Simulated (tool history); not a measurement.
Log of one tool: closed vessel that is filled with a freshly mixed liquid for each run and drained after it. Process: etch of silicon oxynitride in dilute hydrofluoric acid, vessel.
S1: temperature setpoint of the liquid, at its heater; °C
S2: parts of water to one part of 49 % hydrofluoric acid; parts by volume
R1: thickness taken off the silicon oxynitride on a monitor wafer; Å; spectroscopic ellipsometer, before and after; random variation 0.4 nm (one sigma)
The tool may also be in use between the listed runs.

Run 1, hour 0.0: S1 21.0 °C, S2 60 parts by volume, time in the liquid (s) 865. Result: R1 263.57 Å.
Run 2, hour 7.6: S1 22.5 °C, S2 60 parts by volume, time in the liquid (s) 865. Result: R1 283.30 Å.
Run 3, hour 16.2: S1 24.5 °C, S2 60 parts by volume, time in the liquid (s) 865. Result: R1 309.90 Å.
Run 4, hour 25.4: S1 24.5 °C, S2 60 parts by volume, time in the liquid (s) 865. Result: R1 307.41 Å.
Run 5, hour 33.8: S1 27.0 °C, S2 60 parts by volume, time in the liquid (s) 865. Result: R1 351.74 Å.
Run 6, hour 39.1: S1 29.0 °C, S2 60 parts by volume, time in the liquid (s) 865. Result: R1 386.80 Å.
Run 7, hour 41.3: S1 29.0 °C, S2 40 parts by volume, time in the liquid (s) 865. Result: R1 592.33 Å.
Run 8, hour 44.8: S1 28.0 °C, S2 40 parts by volume, time in the liquid (s) 865. Result: R1 561.54 Å.

The next listed run, before its measurement:
Run 9, hour 52.2: S1 27.5 °C, S2 40 parts by volume, time in the liquid (s) 865. Result: R1 ?.

{"run 9": {"R1": 552.25}}

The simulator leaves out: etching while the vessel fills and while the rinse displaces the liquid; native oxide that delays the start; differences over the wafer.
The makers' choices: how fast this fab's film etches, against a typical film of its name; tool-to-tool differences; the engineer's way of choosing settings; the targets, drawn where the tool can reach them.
